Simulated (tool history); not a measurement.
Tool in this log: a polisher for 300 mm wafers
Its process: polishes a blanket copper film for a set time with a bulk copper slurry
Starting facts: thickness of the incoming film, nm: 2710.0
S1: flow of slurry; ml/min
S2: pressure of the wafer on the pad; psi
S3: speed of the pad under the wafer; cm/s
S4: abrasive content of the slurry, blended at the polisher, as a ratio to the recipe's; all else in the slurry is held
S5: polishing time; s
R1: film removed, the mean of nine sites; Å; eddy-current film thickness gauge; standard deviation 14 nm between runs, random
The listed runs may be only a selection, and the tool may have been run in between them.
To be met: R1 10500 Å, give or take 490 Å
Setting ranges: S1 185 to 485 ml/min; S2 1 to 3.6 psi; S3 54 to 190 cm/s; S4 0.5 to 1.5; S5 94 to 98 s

run  hour   S1   S2   S3   S4  S5      R1
  1     0  310  2.3  122    1  94  7318.8
  2   3.4  310  2.6  124    1  94    8389
  3   5.5  310  2.6  124  1.2  94    8894
  4  10.7  310  2.6   98  1.2  94  7098.4
  5  15.1  310  2.9  100  1.2  94  8152.2
  6  21.8  310  2.9  100  1.1  94  7705.8
  7  29.2  310  3.1  102  1.1  94  8629.1
  8    32  310  3.3  102  1.1  94  9238.1
  9  34.3  310  3.4  102  1.1  94  9656.5
       39  -- worn pad replaced by a new one
 10    39  310  3.6  102  1.1  94   11063

Below are 5 possible settings for the next run. Only one of them brings all results inside the allowed miss of their targets. Which is it?
  A  43.7  265  3.6  104  1.15  98   ?
  B  43.7  255  3.6   96   1.2  94   ?
  C  43.7  185  3.3  126  1.05  94   ?
  D  43.7  310  3.4  118     1  94   ?
  E  43.7  360  3.6  102  1.05  96   ?

move     R1
   A  12107
   B  10811
   C  12096
   D  12206
   E  11709
A: misses by more than the last run did
B: in spec on every target
C: misses by more than the last run did
D: misses by more than the last run did
E: misses by more than the last run did
B meets every target.
